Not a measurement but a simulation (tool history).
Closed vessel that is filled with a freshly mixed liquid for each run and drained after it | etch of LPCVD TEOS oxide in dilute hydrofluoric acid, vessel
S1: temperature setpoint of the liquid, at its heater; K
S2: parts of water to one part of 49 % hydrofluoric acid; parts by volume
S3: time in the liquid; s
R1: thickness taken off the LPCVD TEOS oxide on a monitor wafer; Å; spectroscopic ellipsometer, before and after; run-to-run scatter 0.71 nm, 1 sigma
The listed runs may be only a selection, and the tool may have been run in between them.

run,day,S1,S2,S3,R1
1,0.000,295.15,195,590,533.46
2,0.342,296.65,195,590,560.43
3,0.704,296.65,195,630,600.02
4,1.071,296.65,195,590,551.72
5,1.262,296.65,265,590,384.87
6,1.450,293.65,265,590,347.34
7,1.475,293.65,265,590,340.21
8,1.717,295.15,245,590,399.98
9,1.933,296.65,230,590,463.66
10,2.162,297.65,220,590,512.63

The next listed run, before its measurement:
11,2.304,298.65,215,590,?

{"run 11": {"R1": 533.02}}
